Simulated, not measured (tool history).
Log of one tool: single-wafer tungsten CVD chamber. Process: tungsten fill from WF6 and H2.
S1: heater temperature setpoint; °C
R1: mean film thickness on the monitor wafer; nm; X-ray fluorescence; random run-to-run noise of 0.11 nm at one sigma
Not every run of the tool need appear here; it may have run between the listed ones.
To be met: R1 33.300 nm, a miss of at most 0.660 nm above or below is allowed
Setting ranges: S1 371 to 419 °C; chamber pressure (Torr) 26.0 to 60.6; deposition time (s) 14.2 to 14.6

run 1 hour=0.0 | S1=395 chamber_pressure_(Torr)=43.3 deposition_time_(s)=14.2 | R1=45.690
run 2 hour=5.2 | S1=395 chamber_pressure_(Torr)=43.3 deposition_time_(s)=14.6 | R1=46.892
run 3 hour=8.9 | S1=395 chamber_pressure_(Torr)=43.3 deposition_time_(s)=14.2 | R1=45.756
run 4 hour=10.3 | S1=395 chamber_pressure_(Torr)=37.0 deposition_time_(s)=14.2 | R1=41.202
run 5 hour=14.6 | S1=395 chamber_pressure_(Torr)=37.0 deposition_time_(s)=14.6 | R1=42.410
run 6 hour=20.0 | S1=393 chamber_pressure_(Torr)=37.0 deposition_time_(s)=14.6 | R1=40.854
run 7 hour=21.2 | S1=392 chamber_pressure_(Torr)=37.0 deposition_time_(s)=14.6 | R1=40.219
run 8 hour=29.9 | S1=391 chamber_pressure_(Torr)=37.0 deposition_time_(s)=14.6 | R1=39.808
run 9 hour=30.6 | S1=390 chamber_pressure_(Torr)=37.0 deposition_time_(s)=14.6 | R1=39.254
run 10 hour=35.4 | S1=389 chamber_pressure_(Torr)=37.0 deposition_time_(s)=14.6 | R1=38.303
run 11 hour=37.7 | S1=388 chamber_pressure_(Torr)=37.0 deposition_time_(s)=14.6 | R1=37.622
run 12 hour=41.1 | S1=387 chamber_pressure_(Torr)=37.0 deposition_time_(s)=14.6 | R1=37.107
run 13 hour=47.9 | S1=386 chamber_pressure_(Torr)=37.0 deposition_time_(s)=14.6 | R1=36.458
run 14 hour=50.6 | S1=385 chamber_pressure_(Torr)=37.0 deposition_time_(s)=14.6 | R1=36.120
run 15 hour=55.7 | S1=384 chamber_pressure_(Torr)=37.0 deposition_time_(s)=14.6 | R1=35.307

Exactly one of the 4 candidate moves below puts every result within its allowed miss. Which one?
run A hour=60.8 | S1=394 chamber_pressure_(Torr)=30.0 deposition_time_(s)=14.2 | R1=?
run B hour=60.8 | S1=382 chamber_pressure_(Torr)=36.4 deposition_time_(s)=14.4 | R1=?
run C hour=60.8 | S1=387 chamber_pressure_(Torr)=40.8 deposition_time_(s)=14.6 | R1=?
run D hour=60.8 | S1=390 chamber_pressure_(Torr)=31.6 deposition_time_(s)=14.6 | R1=?

move=A R1=35.200
move=B R1=33.151
move=C R1=39.405
move=D R1=35.120
A: gains on the last run, yet a result remains outside its allowed miss
B: hits every target within its allowed miss
C: its largest miss is bigger than the last run's
D: gains on the last run, yet a result remains outside its allowed miss
The move that meets every target is B.

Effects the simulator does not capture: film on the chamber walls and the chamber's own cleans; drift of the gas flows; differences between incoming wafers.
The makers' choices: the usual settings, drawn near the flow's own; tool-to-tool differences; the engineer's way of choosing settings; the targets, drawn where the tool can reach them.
